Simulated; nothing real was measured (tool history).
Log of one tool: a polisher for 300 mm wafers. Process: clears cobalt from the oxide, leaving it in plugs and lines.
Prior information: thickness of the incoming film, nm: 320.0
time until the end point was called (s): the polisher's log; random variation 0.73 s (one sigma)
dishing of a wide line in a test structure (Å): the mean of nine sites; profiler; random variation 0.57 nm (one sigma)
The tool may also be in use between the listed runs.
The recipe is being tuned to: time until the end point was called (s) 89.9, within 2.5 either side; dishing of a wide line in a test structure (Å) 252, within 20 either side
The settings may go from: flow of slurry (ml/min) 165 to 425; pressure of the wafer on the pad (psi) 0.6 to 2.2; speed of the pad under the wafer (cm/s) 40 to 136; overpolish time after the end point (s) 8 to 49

run    day  flow of slurry (ml/min)  pressure of the wafer on the pad (psi)  speed of the pad under the wafer (cm/s)  overpolish time after the end point (s)  time until the end point was called (s)  dishing of a wide line in a test structure (Å)
  1      0                      275                                     1.4                                       88                                       25                                   132.18                                           461.6
  2   0.25                      275                                     1.5                                       88                                       22                                   123.37                                          427.86
  3  0.317                      275                                     1.5                                       88                                       17                                   121.98                                          366.05
  4   0.55                      275                                     1.5                                       68                                       17                                   158.67                                          292.51
  5  0.771                      275                                     1.4                                       68                                       17                                   167.04                                          276.06
  6   0.95                      275                                     1.4                                       82                                       17                                   138.85                                          314.72
  7  1.092                      295                                     1.4                                       88                                       15                                   129.91                                          314.45
     1.408  -- slurry nozzle cleaned
  8  1.408                      320                                     1.5                                       88                                       14                                   115.89                                          332.17
  9  1.442                      340                                     1.5                                       88                                       13                                   115.99                                          301.54
 10    1.8                      355                                     1.6                                       88                                       12                                   109.18                                          298.14
 11  1.838                      370                                     1.7                                       88                                       11                                   102.42                                          295.93
 12  2.117                      380                                     1.8                                       86                                       10                                   99.462                                          273.07
 13   2.45                      390                                     1.8                                       86                                       10                                   99.111                                           275.8
 14  2.817                      395                                     1.8                                       86                                       10                                   98.915                                          278.74
 15  3.033                      400                                     1.8                                       86                                       10                                   99.556                                          279.27
 16    3.4                      400                                     1.8                                       86                                       10                                    98.26                                          294.51
 17  3.638                      375                                     1.9                                       86                                       10                                    94.11                                          284.45
 18  3.838                      385                                     1.9                                       84                                       10                                   97.081                                          289.46

Below are 5 possible settings for the next run. Only one of them brings all results inside the allowed miss of their targets. Which is it?
  A  4.038                      305                                       2                                       78                                       13                                        ?                                               ?
  B  4.038                      425                                     1.6                                      106                                        8                                        ?                                               ?
  C  4.038                      425                                       2                                       78                                       12                                        ?                                               ?
  D  4.038                      360                                     1.6                                       86                                       15                                        ?                                               ?
  E  4.038                      380                                       2                                       82                                        8                                        ?                                               ?

move  time until the end point was called (s)  dishing of a wide line in a test structure (Å)
   A                                    101.6                                          355.94
   B                                    91.61                                           261.3
   C                                   99.232                                          340.64
   D                                   113.51                                          365.12
   E                                   95.238                                           252.9
A: its largest miss is bigger than the last run's
B: in spec on every target
C: its largest miss is bigger than the last run's
D: its largest miss is bigger than the last run's
E: moves toward the targets from the last run without getting all of them in spec
Move B is the one to make.
